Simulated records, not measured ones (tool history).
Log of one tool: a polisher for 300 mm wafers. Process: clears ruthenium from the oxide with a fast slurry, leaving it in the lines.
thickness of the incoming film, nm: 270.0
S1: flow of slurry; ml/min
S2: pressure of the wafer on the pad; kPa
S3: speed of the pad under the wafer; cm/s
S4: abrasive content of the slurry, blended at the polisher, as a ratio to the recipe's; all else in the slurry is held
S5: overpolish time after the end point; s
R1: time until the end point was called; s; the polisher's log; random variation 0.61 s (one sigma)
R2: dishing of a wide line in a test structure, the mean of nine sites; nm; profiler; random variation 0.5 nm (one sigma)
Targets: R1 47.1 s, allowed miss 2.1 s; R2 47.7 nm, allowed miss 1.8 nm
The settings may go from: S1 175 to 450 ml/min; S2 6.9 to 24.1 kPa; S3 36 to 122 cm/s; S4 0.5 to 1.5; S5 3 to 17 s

Run 1, day 0: S1 290 ml/min, S2 15.2 kPa, S3 78 cm/s, S4 1, S5 9 s. Result: R1 95.328 s, R2 20.082 nm.
Run 2, day 0.083: S1 290 ml/min, S2 15.2 kPa, S3 78 cm/s, S4 1.15, S5 9 s. Result: R1 89.474 s, R2 21.83 nm.
Run 3, day 0.325: S1 290 ml/min, S2 15.2 kPa, S3 96 cm/s, S4 1.15, S5 9 s. Result: R1 73.859 s, R2 25.295 nm.
Run 4, day 0.588: S1 290 ml/min, S2 15.9 kPa, S3 96 cm/s, S4 1.15, S5 9 s. Result: R1 70.667 s, R2 26.119 nm.
Run 5, day 0.938: S1 290 ml/min, S2 15.9 kPa, S3 80 cm/s, S4 1.15, S5 9 s. Result: R1 83.046 s, R2 23.171 nm.
Run 6, day 1.208: S1 340 ml/min, S2 15.9 kPa, S3 80 cm/s, S4 1.15, S5 9 s. Result: R1 81.533 s, R2 23.39 nm.
Run 7, day 1.325: S1 335 ml/min, S2 16.5 kPa, S3 80 cm/s, S4 1.15, S5 9 s. Result: R1 78.1 s, R2 24.53 nm.
Run 8, day 1.562: S1 335 ml/min, S2 17.2 kPa, S3 80 cm/s, S4 1.15, S5 9 s. Result: R1 74.719 s, R2 25.147 nm.
Run 9, day 1.938: S1 335 ml/min, S2 17.9 kPa, S3 82 cm/s, S4 1.15, S5 9 s. Result: R1 68.707 s, R2 27.026 nm.
Run 10, day 2.288: S1 335 ml/min, S2 18.6 kPa, S3 82 cm/s, S4 1.15, S5 9 s. Result: R1 68.179 s, R2 27.614 nm.

Which of these 4 next moves meets every target?
Run A, day 2.638: S1 345 ml/min, S2 22.1 kPa, S3 104 cm/s, S4 1.1, S5 12 s. Result: R1 ?, R2 ?.
Run B, day 2.638: S1 340 ml/min, S2 19.3 kPa, S3 102 cm/s, S4 1.2, S5 12 s. Result: R1 ?, R2 ?.
Run C, day 2.638: S1 335 ml/min, S2 22.1 kPa, S3 106 cm/s, S4 1.4, S5 12 s. Result: R1 ?, R2 ?.
Run D, day 2.638: S1 325 ml/min, S2 22.8 kPa, S3 90 cm/s, S4 1.15, S5 13 s. Result: R1 ?, R2 ?.

move      R1      R2
   A  48.551  46.211
   B   53.58  42.645
   C  42.218  51.629
   D  52.108  46.561
A: meets every target
B: nearer than the last run, and not there yet
C: takes the result that was furthest off past its target
D: brings the result that was furthest off to its target, and leaves another outside
The right move is A.
